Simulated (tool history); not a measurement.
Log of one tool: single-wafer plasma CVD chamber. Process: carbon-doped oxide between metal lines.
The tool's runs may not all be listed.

run,day,heater temperature setpoint (deg C),chamber pressure (Torr),RF power (kW),deposition time (s),mean film thickness on the monitor wafer (Å)
1,0.000,365,5.78,0.435,9.4,428.30
2,0.167,365,5.17,0.435,9.4,421.22
3,0.392,365,5.79,0.435,9.4,429.20
4,0.642,355,5.79,0.435,9.4,438.37
5,0.800,354,5.99,0.440,9.4,446.27
6,0.962,354,5.99,0.405,9.4,421.60

Forecast run 7:
7,1.275,353,6.23,0.410,9.4,?

{"run 7": {"mean film thickness on the monitor wafer (Å)": 430.43}}
